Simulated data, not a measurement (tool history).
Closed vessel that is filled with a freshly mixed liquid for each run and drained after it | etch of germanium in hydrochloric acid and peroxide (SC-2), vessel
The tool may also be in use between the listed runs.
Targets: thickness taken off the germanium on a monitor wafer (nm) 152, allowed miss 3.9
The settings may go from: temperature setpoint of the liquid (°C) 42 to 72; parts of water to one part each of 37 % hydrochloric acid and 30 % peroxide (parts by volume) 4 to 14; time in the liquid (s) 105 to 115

| run | hour | temperature setpoint of the liquid (°C) | parts of water to one part each of 37 % hydrochloric acid and 30 % peroxide (parts by volume) | time in the liquid (s) | thickness taken off the germanium on a monitor wafer (nm) |
|---|---|---|---|---|---|
| 1 | 0 | 58 | 7.5 | 105 | 212.25 |
| 2 | 7 | 56.5 | 7.5 | 105 | 201.6 |
| 3 | 9.6 | 61 | 7.5 | 105 | 233.58 |
| 4 | 13.3 | 61 | 5 | 105 | 237.8 |
| 5 | 19.8 | 59 | 5 | 105 | 223.34 |
| 6 | 27.9 | 59 | 7.5 | 105 | 220.9 |
| 7 | 30.5 | 57.5 | 7.5 | 105 | 210.04 |
| 8 | 34.1 | 57.5 | 7.5 | 105 | 209.42 |
| 9 | 41.5 | 56 | 7.5 | 105 | 201.11 |
| 10 | 43.5 | 54.5 | 7.5 | 105 | 192.72 |
| 11 | 45.7 | 53.5 | 7.5 | 105 | 185.26 |
| 12 | 52.1 | 52.5 | 7.5 | 105 | 179.75 |
| 13 | 56.6 | 46 | 8 | 105 | 146.21 |

Which of these 4 next moves meets every target?
| A | 61.1 | 46 | 5 | 115 | ? |
| B | 61.1 | 43.5 | 8 | 110 | ? |
| C | 61.1 | 47 | 7.5 | 105 | ? |
| D | 61.1 | 45.5 | 8.5 | 105 | ? |

| move | thickness taken off the germanium on a monitor wafer (nm) |
|---|---|
| A | 161.6 |
| B | 139.65 |
| C | 150.1 |
| D | 141.82 |
A: takes the result that was furthest off past its target
B: further off than the last run
C: meets every target
D: further off than the last run
The right move is C.
